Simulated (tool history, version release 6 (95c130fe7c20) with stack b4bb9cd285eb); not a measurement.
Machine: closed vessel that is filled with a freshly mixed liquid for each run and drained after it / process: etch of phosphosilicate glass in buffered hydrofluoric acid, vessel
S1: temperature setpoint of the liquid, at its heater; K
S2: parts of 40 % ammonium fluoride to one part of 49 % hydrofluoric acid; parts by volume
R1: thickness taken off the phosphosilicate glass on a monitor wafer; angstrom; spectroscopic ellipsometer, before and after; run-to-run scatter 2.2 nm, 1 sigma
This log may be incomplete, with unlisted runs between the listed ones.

run 1 hour=0 | S1=298.15 S2=15 time_in_the_liquid_(s)=100 | R1=5118.4
run 2 hour=3.4 | S1=296.65 S2=15 time_in_the_liquid_(s)=100 | R1=4713.1
run 3 hour=5.4 | S1=295.65 S2=15 time_in_the_liquid_(s)=100 | R1=4453.3
run 4 hour=14.2 | S1=295.65 S2=11.5 time_in_the_liquid_(s)=100 | R1=5820.9
run 5 hour=22.8 | S1=293.15 S2=11.5 time_in_the_liquid_(s)=100 | R1=5019.6
run 6 hour=26.8 | S1=293.15 S2=11.5 time_in_the_liquid_(s)=105 | R1=5272.2

What will run 7 give?
run 7 hour=29.9 | S1=292.15 S2=12 time_in_the_liquid_(s)=105 | R1=?

R1: 4758 angstrom

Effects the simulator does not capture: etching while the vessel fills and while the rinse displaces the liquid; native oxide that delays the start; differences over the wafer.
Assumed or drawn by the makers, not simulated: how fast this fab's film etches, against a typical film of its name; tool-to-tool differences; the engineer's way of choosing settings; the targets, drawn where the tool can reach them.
